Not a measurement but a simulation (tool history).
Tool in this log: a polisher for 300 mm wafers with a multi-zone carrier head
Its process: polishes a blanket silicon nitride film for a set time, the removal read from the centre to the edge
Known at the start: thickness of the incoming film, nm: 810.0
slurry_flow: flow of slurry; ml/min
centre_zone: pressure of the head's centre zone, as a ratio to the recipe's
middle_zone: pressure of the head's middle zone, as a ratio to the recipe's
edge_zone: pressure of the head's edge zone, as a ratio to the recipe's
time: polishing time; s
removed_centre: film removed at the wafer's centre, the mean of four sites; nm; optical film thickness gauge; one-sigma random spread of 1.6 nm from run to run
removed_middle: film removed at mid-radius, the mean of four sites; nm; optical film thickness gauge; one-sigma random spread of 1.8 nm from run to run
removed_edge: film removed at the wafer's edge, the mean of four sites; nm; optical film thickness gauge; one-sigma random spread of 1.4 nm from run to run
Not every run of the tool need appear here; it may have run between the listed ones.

{"run": 1, "hour": 0.0, "slurry_flow": 250, "centre_zone": 1, "middle_zone": 1, "edge_zone": 1, "time": 76, "removed_centre": 225.58, "removed_middle": 238.19, "removed_edge": 238.31}
{"run": 2, "hour": 5.2, "slurry_flow": 250, "centre_zone": 1, "middle_zone": 1, "edge_zone": 0.92, "time": 76, "removed_centre": 225.06, "removed_middle": 231.76, "removed_edge": 229.36}
{"run": 3, "hour": 12.2, "slurry_flow": 250, "centre_zone": 1.04, "middle_zone": 1, "edge_zone": 0.92, "time": 76, "removed_centre": 243.65, "removed_middle": 233.43, "removed_edge": 228.17}
{"run": 4, "hour": 18.1, "slurry_flow": 250, "centre_zone": 1.04, "middle_zone": 0.92, "edge_zone": 0.92, "time": 76, "removed_centre": 237.33, "removed_middle": 218.73, "removed_edge": 231.87}
{"run": 5, "hour": 21.3, "slurry_flow": 250, "centre_zone": 0.97, "middle_zone": 0.92, "edge_zone": 0.92, "time": 76, "removed_centre": 226.46, "removed_middle": 222.59, "removed_edge": 227.21}
{"run": 6, "hour": 25.4, "slurry_flow": 250, "centre_zone": 1.05, "middle_zone": 0.92, "edge_zone": 0.92, "time": 76, "removed_centre": 239.25, "removed_middle": 216.92, "removed_edge": 231.6}
{"run": 7, "hour": 29.9, "slurry_flow": 245, "centre_zone": 1.02, "middle_zone": 0.92, "edge_zone": 0.92, "time": 72, "removed_centre": 219.59, "removed_middle": 206.36, "removed_edge": 218.15}
{"run": 8, "hour": 36.5, "slurry_flow": 210, "centre_zone": 0.92, "middle_zone": 0.9, "edge_zone": 0.85, "time": 50, "removed_centre": 134.01, "removed_middle": 137.51, "removed_edge": 144.78}

Expected results for the next run?
{"run": 9, "hour": 41.1, "slurry_flow": 215, "centre_zone": 0.91, "middle_zone": 0.91, "edge_zone": 0.86, "time": 50, "removed_centre": "?", "removed_middle": "?", "removed_edge": "?"}

{"run 9": {"removed_centre": 134.7, "removed_middle": 143.19, "removed_edge": 148.11}}
